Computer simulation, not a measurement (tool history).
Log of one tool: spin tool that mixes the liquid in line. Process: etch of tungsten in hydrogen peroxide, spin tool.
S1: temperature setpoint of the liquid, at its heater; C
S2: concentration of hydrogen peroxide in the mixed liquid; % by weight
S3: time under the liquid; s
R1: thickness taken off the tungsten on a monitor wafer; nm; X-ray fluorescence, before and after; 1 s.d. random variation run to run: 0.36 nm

Run 1, hour 0.0: S1 47.0 C, S2 24 % by weight, S3 55 s. Result: R1 70.209 nm.
Run 2, hour 3.9: S1 47.0 C, S2 24 % by weight, S3 55 s. Result: R1 70.497 nm.
Run 3, hour 7.5: S1 48.5 C, S2 24 % by weight, S3 55 s. Result: R1 77.144 nm.
Run 4, hour 12.1: S1 42.5 C, S2 24 % by weight, S3 55 s. Result: R1 52.548 nm.
Run 5, hour 16.5: S1 42.5 C, S2 24 % by weight, S3 60 s. Result: R1 57.449 nm.
Run 6, hour 24.3: S1 44.5 C, S2 24 % by weight, S3 60 s. Result: R1 65.351 nm.
Run 7, hour 29.8: S1 46.5 C, S2 24 % by weight, S3 60 s. Result: R1 74.482 nm.
Run 8, hour 31.2: S1 48.0 C, S2 24 % by weight, S3 60 s. Result: R1 81.611 nm.
Run 9, hour 38.4: S1 49.0 C, S2 24 % by weight, S3 60 s. Result: R1 86.852 nm.
Run 10, hour 45.0: S1 50.0 C, S2 24 % by weight, S3 60 s. Result: R1 92.364 nm.
Run 11, hour 46.6: S1 50.5 C, S2 24 % by weight, S3 60 s. Result: R1 95.330 nm.
Run 12, hour 48.3: S1 51.0 C, S2 24 % by weight, S3 60 s. Result: R1 98.321 nm.
Run 13, hour 54.1: S1 51.5 C, S2 24 % by weight, S3 60 s. Result: R1 101.390 nm.
Run 14, hour 60.2: S1 52.0 C, S2 24 % by weight, S3 60 s. Result: R1 103.980 nm.

Run 15, settings as shown, results not yet in. Your forecast:
Run 15, hour 61.0: S1 52.5 C, S2 24 % by weight, S3 60 s. Result: R1 ?.

R1: 106.940 nm

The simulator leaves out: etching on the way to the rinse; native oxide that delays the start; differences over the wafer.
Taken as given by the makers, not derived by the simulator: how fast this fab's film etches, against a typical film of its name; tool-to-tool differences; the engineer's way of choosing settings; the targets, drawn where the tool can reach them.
